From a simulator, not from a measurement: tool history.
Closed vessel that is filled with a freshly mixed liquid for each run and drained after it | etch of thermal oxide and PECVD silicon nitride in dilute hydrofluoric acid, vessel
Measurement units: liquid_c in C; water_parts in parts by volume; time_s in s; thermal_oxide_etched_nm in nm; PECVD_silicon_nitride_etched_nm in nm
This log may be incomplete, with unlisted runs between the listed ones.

| run | hour | liquid_c | water_parts | time_s | thermal_oxide_etched_nm | PECVD_silicon_nitride_etched_nm |
|---|---|---|---|---|---|---|
| 1 | 0.0 | 24.0 | 60 | 135 | 12.2870 | 10.2730 |
| 2 | 3.4 | 22.5 | 65 | 135 | 10.7570 | 8.6630 |
| 3 | 8.6 | 21.5 | 70 | 135 | 9.4261 | 7.5622 |
| 4 | 9.6 | 21.5 | 70 | 90 | 6.2134 | 4.9476 |
| 5 | 15.5 | 21.0 | 70 | 90 | 6.1159 | 4.8487 |
| 6 | 18.2 | 20.5 | 70 | 90 | 6.0218 | 4.6721 |
| 7 | 24.0 | 20.0 | 70 | 90 | 5.8855 | 4.5197 |

Run 8 has not been measured yet. What should we expect?
| 8 | 25.3 | 19.5 | 70 | 90 | ? | ? |

thermal_oxide_etched_nm: 5.7811 nm
PECVD_silicon_nitride_etched_nm: 4.3901 nm
